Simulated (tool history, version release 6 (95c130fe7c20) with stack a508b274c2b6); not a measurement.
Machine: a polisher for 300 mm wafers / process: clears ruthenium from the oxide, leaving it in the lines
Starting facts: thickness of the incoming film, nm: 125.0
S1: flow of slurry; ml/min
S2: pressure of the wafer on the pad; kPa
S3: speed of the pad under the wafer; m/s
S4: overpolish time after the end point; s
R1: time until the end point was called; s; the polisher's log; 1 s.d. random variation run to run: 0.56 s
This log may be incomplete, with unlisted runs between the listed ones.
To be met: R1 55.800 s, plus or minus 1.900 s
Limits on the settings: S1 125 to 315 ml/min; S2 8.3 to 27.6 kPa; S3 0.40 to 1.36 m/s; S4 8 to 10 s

run  hour   S1    S2    S3  S4      R1
  1   0.0  205  17.9  0.88  10  88.188
  2   5.4  205  17.9  1.04  10  75.343
  3   7.8  205  14.5  1.04  10  93.836
  4   8.8  205  14.5  1.14  10  83.611
  5  15.1  210  16.5  1.14  10  73.633
  6  21.4  210  13.1  1.14  10  91.734
  7  27.2  210  13.1  1.14  10  91.559
  8  32.2  220  17.9  1.16  10  67.166

Which single option among these 5 for the next run brings every result within its allowed miss of target? Just one does.
  A  37.2  265  17.2  1.12   8   ?
  B  37.2  225  20.7  1.20  10   ?
  C  37.2  210  13.1  1.36  10   ?
  D  37.2  220  14.5  1.10   9   ?
  E  37.2  210  18.6  1.24  10   ?

move      R1
   A  71.166
   B  56.813
   C  78.342
   D  87.223
   E  61.376
A: its largest miss is bigger than the last run's
B: every result lands within tolerance
C: its largest miss is bigger than the last run's
D: its largest miss is bigger than the last run's
E: moves toward the targets from the last run without getting all of them in spec
The right move is B.
